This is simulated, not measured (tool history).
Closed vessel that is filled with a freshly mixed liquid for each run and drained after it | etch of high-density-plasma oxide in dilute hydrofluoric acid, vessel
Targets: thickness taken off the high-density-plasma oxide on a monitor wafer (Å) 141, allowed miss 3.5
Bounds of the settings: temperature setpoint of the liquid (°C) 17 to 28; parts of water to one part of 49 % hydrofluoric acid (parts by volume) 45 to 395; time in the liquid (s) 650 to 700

run	hour	temperature setpoint of the liquid (°C)	parts of water to one part of 49 % hydrofluoric acid (parts by volume)	time in the liquid (s)	thickness taken off the high-density-plasma oxide on a monitor wafer (Å)
1	0	20	220	650	123.09
2	3.6	21	220	650	128.27
3	12.5	21.5	220	650	131.34
4	19.6	21.5	260	650	106.66
5	20.7	23	260	650	111.64
6	23.3	23	260	650	112.08
7	27.4	24	260	650	115.61
8	34.3	25	255	650	122.92
9	43.4	25.5	255	650	125.36
10	47.8	26	255	650	127.27
11	53.4	26.5	255	650	129.52
12	58.8	26.5	255	650	130.34

Which of these 4 next moves meets every target?
A	64.2	24.5	250	700	?
B	64.2	28	265	700	?
C	64.2	27	245	700	?
D	64.2	27	250	650	?

move	thickness taken off the high-density-plasma oxide on a monitor wafer (Å)
A	134.36
B	140.85
C	150.48
D	136.19
A: nearer than the last run, and not there yet
B: meets every target
C: takes the result that was furthest off past its target
D: nearer than the last run, and not there yet
The right move is B.

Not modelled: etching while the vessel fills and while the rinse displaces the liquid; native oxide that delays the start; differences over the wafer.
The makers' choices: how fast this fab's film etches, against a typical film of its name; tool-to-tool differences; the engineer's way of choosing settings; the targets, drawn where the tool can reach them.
